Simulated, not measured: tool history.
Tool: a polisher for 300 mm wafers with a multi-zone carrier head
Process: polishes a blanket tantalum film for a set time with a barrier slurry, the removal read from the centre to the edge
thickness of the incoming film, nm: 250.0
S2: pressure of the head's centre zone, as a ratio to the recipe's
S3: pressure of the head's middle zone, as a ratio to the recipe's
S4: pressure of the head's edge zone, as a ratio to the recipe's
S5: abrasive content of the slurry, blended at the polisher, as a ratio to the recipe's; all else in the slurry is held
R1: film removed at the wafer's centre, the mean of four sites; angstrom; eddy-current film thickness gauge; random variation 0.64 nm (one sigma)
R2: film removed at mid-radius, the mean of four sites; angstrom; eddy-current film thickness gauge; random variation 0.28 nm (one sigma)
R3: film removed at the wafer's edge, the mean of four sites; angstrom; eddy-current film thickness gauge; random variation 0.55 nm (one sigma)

{"run": 1, "hour": 0.0, "flow of slurry (ml/min)": 255, "S2": 1.0, "S3": 1.0, "S4": 1.0, "S5": 1.0, "polishing time (s)": 32, "R1": 461.16, "R2": 469.43, "R3": 469.29}
{"run": 2, "hour": 7.7, "flow of slurry (ml/min)": 250, "S2": 1.0, "S3": 0.98, "S4": 1.0, "S5": 1.0, "polishing time (s)": 32, "R1": 456.94, "R2": 453.96, "R3": 466.87}
{"run": 3, "hour": 14.6, "flow of slurry (ml/min)": 250, "S2": 1.0, "S3": 0.98, "S4": 0.93, "S5": 1.0, "polishing time (s)": 32, "R1": 452.03, "R2": 460.84, "R3": 452.59}
{"run": 4, "hour": 15.9, "flow of slurry (ml/min)": 250, "S2": 1.0, "S3": 0.98, "S4": 0.93, "S5": 1.0, "polishing time (s)": 37, "R1": 527.03, "R2": 534.39, "R3": 511.99}
{"run": 5, "hour": 24.1, "flow of slurry (ml/min)": 245, "S2": 1.0, "S3": 0.96, "S4": 0.93, "S5": 0.95, "polishing time (s)": 37, "R1": 527.98, "R2": 511.02, "R3": 507.74}
{"run": 6, "hour": 26.7, "flow of slurry (ml/min)": 245, "S2": 1.0, "S3": 0.96, "S4": 0.93, "S5": 0.95, "polishing time (s)": 42, "R1": 593.43, "R2": 580.64, "R3": 577.15}

Run 7 comes next. What will it give?
{"run": 7, "hour": 30.2, "flow of slurry (ml/min)": 215, "S2": 0.96, "S3": 0.86, "S4": 0.91, "S5": 0.7, "polishing time (s)": 38, "R1": "?", "R2": "?", "R3": "?"}

R1: 446.89 angstrom
R2: 435.35 angstrom
R3: 473.69 angstrom

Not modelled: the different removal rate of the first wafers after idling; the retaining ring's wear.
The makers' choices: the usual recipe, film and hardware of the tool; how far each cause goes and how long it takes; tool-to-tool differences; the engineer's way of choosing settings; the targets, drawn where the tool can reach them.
